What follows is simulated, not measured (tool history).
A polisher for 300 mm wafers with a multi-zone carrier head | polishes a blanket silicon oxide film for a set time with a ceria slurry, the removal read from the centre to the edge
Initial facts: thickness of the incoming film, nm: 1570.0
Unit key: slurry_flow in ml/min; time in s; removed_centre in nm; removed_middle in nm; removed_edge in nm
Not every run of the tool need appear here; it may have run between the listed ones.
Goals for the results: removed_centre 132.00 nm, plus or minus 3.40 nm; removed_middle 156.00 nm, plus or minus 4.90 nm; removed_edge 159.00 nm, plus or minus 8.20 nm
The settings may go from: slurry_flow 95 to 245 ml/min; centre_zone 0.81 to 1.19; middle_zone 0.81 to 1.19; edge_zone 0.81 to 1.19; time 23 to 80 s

{"run": 1, "day": 0.0, "slurry_flow": 155, "centre_zone": 1.0, "middle_zone": 1.0, "edge_zone": 1.0, "time": 51, "removed_centre": 241.49, "removed_middle": 248.5, "removed_edge": 251.18}
{"run": 2, "day": 0.071, "slurry_flow": 155, "centre_zone": 1.0, "middle_zone": 1.0, "edge_zone": 1.0, "time": 57, "removed_centre": 270.67, "removed_middle": 269.1, "removed_edge": 273.91}
{"run": 3, "day": 0.296, "slurry_flow": 155, "centre_zone": 0.92, "middle_zone": 1.0, "edge_zone": 1.0, "time": 57, "removed_centre": 251.38, "removed_middle": 272.9, "removed_edge": 280.7}
{"run": 4, "day": 0.646, "slurry_flow": 190, "centre_zone": 0.92, "middle_zone": 1.0, "edge_zone": 1.0, "time": 57, "removed_centre": 254.41, "removed_middle": 279.78, "removed_edge": 283.14}
{"run": 5, "day": 0.992, "slurry_flow": 190, "centre_zone": 0.92, "middle_zone": 1.0, "edge_zone": 0.97, "time": 57, "removed_centre": 256.53, "removed_middle": 282.08, "removed_edge": 273.31}
{"run": 6, "day": 1.108, "slurry_flow": 185, "centre_zone": 0.89, "middle_zone": 0.98, "edge_zone": 0.96, "time": 51, "removed_centre": 220.0, "removed_middle": 247.63, "removed_edge": 251.83}
{"run": 7, "day": 1.325, "slurry_flow": 185, "centre_zone": 0.88, "middle_zone": 0.97, "edge_zone": 0.93, "time": 45, "removed_centre": 192.39, "removed_middle": 216.69, "removed_edge": 215.59}
{"run": 8, "day": 1.558, "slurry_flow": 175, "centre_zone": 0.86, "middle_zone": 0.96, "edge_zone": 0.92, "time": 42, "removed_centre": 173.54, "removed_middle": 195.73, "removed_edge": 199.08}
{"run": 9, "day": 1.771, "slurry_flow": 165, "centre_zone": 0.85, "middle_zone": 0.96, "edge_zone": 0.91, "time": 40, "removed_centre": 161.62, "removed_middle": 190.83, "removed_edge": 186.84}
{"run": 10, "day": 1.9, "slurry_flow": 155, "centre_zone": 0.84, "middle_zone": 0.94, "edge_zone": 0.9, "time": 39, "removed_centre": 152.52, "removed_middle": 176.17, "removed_edge": 182.94}
{"run": 11, "day": 2.0, "slurry_flow": 125, "centre_zone": 0.83, "middle_zone": 0.97, "edge_zone": 0.81, "time": 34, "removed_centre": 125.96, "removed_middle": 151.71, "removed_edge": 145.89}
{"run": 12, "day": 2.212, "slurry_flow": 130, "centre_zone": 0.83, "middle_zone": 0.96, "edge_zone": 0.83, "time": 34, "removed_centre": 128.01, "removed_middle": 152.01, "removed_edge": 148.83}
{"run": 13, "day": 2.279, "slurry_flow": 135, "centre_zone": 0.83, "middle_zone": 0.96, "edge_zone": 0.84, "time": 34, "removed_centre": 129.41, "removed_middle": 156.4, "removed_edge": 143.82}

4 next moves are on the table. One of them brings every result within its allowed miss. Which?
{"run": "A", "day": 2.346, "slurry_flow": 115, "centre_zone": 0.81, "middle_zone": 0.92, "edge_zone": 0.82, "time": 37, "removed_centre": "?", "removed_middle": "?", "removed_edge": "?"}
{"run": "B", "day": 2.346, "slurry_flow": 165, "centre_zone": 0.94, "middle_zone": 1.18, "edge_zone": 0.81, "time": 29, "removed_centre": "?", "removed_middle": "?", "removed_edge": "?"}
{"run": "C", "day": 2.346, "slurry_flow": 170, "centre_zone": 0.9, "middle_zone": 1.15, "edge_zone": 0.87, "time": 29, "removed_centre": "?", "removed_middle": "?", "removed_edge": "?"}
{"run": "D", "day": 2.346, "slurry_flow": 130, "centre_zone": 0.9, "middle_zone": 1.17, "edge_zone": 0.81, "time": 31, "removed_centre": "?", "removed_middle": "?", "removed_edge": "?"}

move=A removed_centre=133.13 removed_middle=157.79 removed_edge=159.79
move=B removed_centre=131.41 removed_middle=159.13 removed_edge=130.50
move=C removed_centre=126.44 removed_middle=156.84 removed_edge=135.23
move=D removed_centre=127.98 removed_middle=161.82 removed_edge=135.23
A: in spec on every target
B: moves away from the targets compared with the last run
C: moves away from the targets compared with the last run
D: moves away from the targets compared with the last run
Answer: A

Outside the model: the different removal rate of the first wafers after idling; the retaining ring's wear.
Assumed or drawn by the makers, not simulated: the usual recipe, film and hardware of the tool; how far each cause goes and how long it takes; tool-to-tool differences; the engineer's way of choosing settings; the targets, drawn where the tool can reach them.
